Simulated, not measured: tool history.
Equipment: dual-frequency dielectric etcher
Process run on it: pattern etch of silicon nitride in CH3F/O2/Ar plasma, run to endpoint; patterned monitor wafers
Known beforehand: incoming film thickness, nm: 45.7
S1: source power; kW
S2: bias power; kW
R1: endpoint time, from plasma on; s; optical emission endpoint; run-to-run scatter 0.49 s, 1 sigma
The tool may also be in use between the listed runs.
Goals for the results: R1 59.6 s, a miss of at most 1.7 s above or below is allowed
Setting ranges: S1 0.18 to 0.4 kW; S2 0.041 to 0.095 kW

run	day	S1	S2	R1
1	0	0.29	0.068	67.746
2	0.212	0.29	0.075	63.676
3	0.283	0.29	0.064	66.892
4	0.538	0.3	0.065	66.59
5	0.575	0.27	0.065	69.759
6	0.942	0.24	0.065	72.663
7	1.192	0.25	0.066	73.036
8	1.467	0.26	0.067	69.291
9	1.75	0.27	0.068	69.299
10	2.042	0.28	0.069	67.056
11	2.238	0.29	0.07	66.137
12	2.488	0.3	0.071	65.347
13	2.679	0.31	0.072	63.418
14	2.867	0.33	0.074	61.454

5 candidate next runs follow, results not yet known. Just one meets every target within its allowed miss. Identify it.
A	3.054	0.34	0.067	?
B	3.054	0.39	0.079	?
C	3.054	0.38	0.079	?
D	3.054	0.28	0.074	?
E	3.054	0.34	0.076	?

move	R1
A	62.452
B	55.73
C	56.345
D	65.721
E	59.861
A: further off than the last run
B: takes the biggest miss from the last run beyond its target
C: takes the biggest miss from the last run beyond its target
D: further off than the last run
E: meets every target
Answer: E
